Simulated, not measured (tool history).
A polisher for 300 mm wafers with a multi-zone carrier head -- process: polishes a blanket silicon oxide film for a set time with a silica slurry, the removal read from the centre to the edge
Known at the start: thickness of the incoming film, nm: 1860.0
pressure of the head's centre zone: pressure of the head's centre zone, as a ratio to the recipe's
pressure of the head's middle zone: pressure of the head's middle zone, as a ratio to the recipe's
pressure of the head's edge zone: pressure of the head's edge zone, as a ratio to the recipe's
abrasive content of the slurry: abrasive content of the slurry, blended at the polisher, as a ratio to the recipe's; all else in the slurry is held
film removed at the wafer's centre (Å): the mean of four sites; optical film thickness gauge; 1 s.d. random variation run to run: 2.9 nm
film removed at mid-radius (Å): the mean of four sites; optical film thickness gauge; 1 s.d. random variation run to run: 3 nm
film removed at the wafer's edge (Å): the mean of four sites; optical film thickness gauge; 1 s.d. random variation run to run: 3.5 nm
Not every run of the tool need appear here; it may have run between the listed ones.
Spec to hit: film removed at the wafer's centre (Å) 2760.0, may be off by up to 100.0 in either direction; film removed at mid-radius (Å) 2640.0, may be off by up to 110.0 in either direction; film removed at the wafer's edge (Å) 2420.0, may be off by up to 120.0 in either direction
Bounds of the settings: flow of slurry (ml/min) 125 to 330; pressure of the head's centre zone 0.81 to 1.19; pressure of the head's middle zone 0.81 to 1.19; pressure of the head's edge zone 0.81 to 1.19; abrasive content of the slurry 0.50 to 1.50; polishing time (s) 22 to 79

| run | hour | flow of slurry (ml/min) | pressure of the head's centre zone | pressure of the head's middle zone | pressure of the head's edge zone | abrasive content of the slurry | polishing time (s) | film removed at the wafer's centre (Å) | film removed at mid-radius (Å) | film removed at the wafer's edge (Å) |
|---|---|---|---|---|---|---|---|---|---|---|
| 1 | 0.0 | 210 | 1.00 | 1.00 | 1.00 | 1.00 | 50 | 1636.3 | 1671.8 | 1685.8 |
| 2 | 8.2 | 210 | 1.00 | 1.00 | 1.00 | 1.00 | 62 | 2023.8 | 2049.4 | 2112.3 |
| 3 | 11.2 | 210 | 1.00 | 1.00 | 1.00 | 0.90 | 62 | 1923.7 | 1999.5 | 1963.4 |
| 4 | 12.0 | 225 | 1.05 | 1.05 | 1.00 | 1.00 | 62 | 2192.2 | 2206.9 | 2068.3 |
| 5 | 13.7 | 235 | 1.07 | 1.07 | 1.02 | 1.05 | 62 | 2235.3 | 2266.1 | 2150.4 |
|  | 17.8 | slurry nozzle cleaned |
| 6 | 17.8 | 240 | 1.10 | 1.09 | 1.02 | 1.10 | 62 | 2519.4 | 2417.4 | 2269.0 |
| 7 | 26.5 | 245 | 1.11 | 1.11 | 1.03 | 1.10 | 62 | 2492.4 | 2493.7 | 2253.1 |
| 8 | 31.4 | 250 | 1.12 | 1.11 | 1.04 | 1.10 | 62 | 2512.3 | 2477.5 | 2240.8 |
| 9 | 36.6 | 250 | 1.13 | 1.11 | 1.05 | 1.15 | 62 | 2642.2 | 2539.4 | 2390.4 |

Consider the 5 candidate settings below. Which is the only one whose results all fall within their allowed miss of target?
| A | 41.8 | 275 | 1.16 | 1.08 | 1.08 | 1.10 | 61 | ? | ? | ? |
| B | 41.8 | 265 | 1.19 | 1.02 | 0.99 | 1.05 | 66 | ? | ? | ? |
| C | 41.8 | 310 | 1.05 | 1.14 | 1.09 | 1.35 | 57 | ? | ? | ? |
| D | 41.8 | 245 | 1.10 | 1.11 | 1.06 | 1.20 | 61 | ? | ? | ? |
| E | 41.8 | 245 | 1.18 | 1.15 | 1.08 | 1.40 | 58 | ? | ? | ? |

| move | film removed at the wafer's centre (Å) | film removed at mid-radius (Å) | film removed at the wafer's edge (Å) |
|---|---|---|---|
| A | 2594.3 | 2410.2 | 2373.9 |
| B | 2804.7 | 2445.2 | 2402.0 |
| C | 2427.7 | 2585.5 | 2456.0 |
| D | 2528.2 | 2528.1 | 2426.1 |
| E | 2752.2 | 2626.0 | 2482.3 |
A: the biggest miss grows against the last run
B: the furthest-off result lands on target, but another misses its tolerance
C: the biggest miss grows against the last run
D: the biggest miss grows against the last run
E: each result inside its tolerance
Answer: E

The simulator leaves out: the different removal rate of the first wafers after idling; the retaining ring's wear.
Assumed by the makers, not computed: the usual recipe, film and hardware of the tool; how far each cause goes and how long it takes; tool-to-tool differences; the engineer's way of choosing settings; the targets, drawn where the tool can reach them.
